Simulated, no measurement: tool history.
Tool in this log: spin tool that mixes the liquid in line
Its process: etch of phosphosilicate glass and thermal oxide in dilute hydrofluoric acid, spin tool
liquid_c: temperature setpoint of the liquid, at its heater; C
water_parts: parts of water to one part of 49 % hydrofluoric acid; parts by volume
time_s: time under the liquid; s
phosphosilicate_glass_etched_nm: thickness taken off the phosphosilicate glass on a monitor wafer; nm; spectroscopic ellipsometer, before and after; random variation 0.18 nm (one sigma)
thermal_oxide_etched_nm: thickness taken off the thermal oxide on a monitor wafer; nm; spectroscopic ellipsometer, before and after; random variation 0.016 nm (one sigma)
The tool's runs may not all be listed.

run	hour	liquid_c	water_parts	time_s	phosphosilicate_glass_etched_nm	thermal_oxide_etched_nm
1	0	21	215	45	33.486	0.84398
2	6	20.5	225	45	31.177	0.77121
3	12.1	23	225	45	34.746	0.83669
4	16.9	22.5	235	45	32.055	0.76485
5	20.7	22	240	45	30.964	0.7714
6	25.4	21.5	245	45	29.296	0.73103
7	32.9	21.5	250	45	28.363	0.67494
8	37.1	21	255	45	27.471	0.63509

Expected results for the next run?
9	45	20.5	260	45	?	?

phosphosilicate_glass_etched_nm: 25.828 nm
thermal_oxide_etched_nm: 0.64097 nm
